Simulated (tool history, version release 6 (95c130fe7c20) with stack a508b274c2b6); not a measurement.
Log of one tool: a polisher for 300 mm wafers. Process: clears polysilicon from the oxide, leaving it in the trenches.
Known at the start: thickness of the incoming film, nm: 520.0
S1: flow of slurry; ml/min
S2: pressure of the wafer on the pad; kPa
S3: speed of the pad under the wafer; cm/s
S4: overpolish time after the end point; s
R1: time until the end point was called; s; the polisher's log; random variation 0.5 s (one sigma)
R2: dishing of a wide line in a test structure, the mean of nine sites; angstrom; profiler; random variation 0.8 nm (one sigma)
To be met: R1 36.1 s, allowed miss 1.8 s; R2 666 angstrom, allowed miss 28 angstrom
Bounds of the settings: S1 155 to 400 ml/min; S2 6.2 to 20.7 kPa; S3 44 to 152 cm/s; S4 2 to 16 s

run	hour	S1	S2	S3	S4	R1	R2
1	0	255	13.1	98	8	50.283	513.49
2	1.1	255	13.1	76	8	60.341	475.26
3	4.7	255	11.7	76	8	69.02	444.39
4	9.8	255	11.7	76	6	66.779	372.87
5	15.4	255	12.4	76	6	62.812	378.09
6	18	215	12.4	76	6	65.899	381.36
7	25.8	215	13.1	76	6	62.253	388.29
8	33.3	215	13.8	76	6	57.639	398.86
9	37.9	215	14.5	76	6	55.119	417.45
10	45.9	215	15.2	76	6	53.84	431.15
11	50.6	215	19.3	86	10	38.449	632.82
12	56.8	220	20	86	10	37.059	641.4

Which of these 5 next moves meets every target?
A	63	280	20.7	84	8	?	?
B	63	320	19.3	90	11	?	?
C	63	225	18.6	94	8	?	?
D	63	255	15.2	118	9	?	?
E	63	215	20.7	90	8	?	?

move	R1	R2
A	35.379	597.2
B	35.367	653.19
C	36.813	588.85
D	36.81	612.8
E	34.562	601.98
A: further off than the last run
B: meets every target
C: further off than the last run
D: further off than the last run
E: further off than the last run
Answer: B
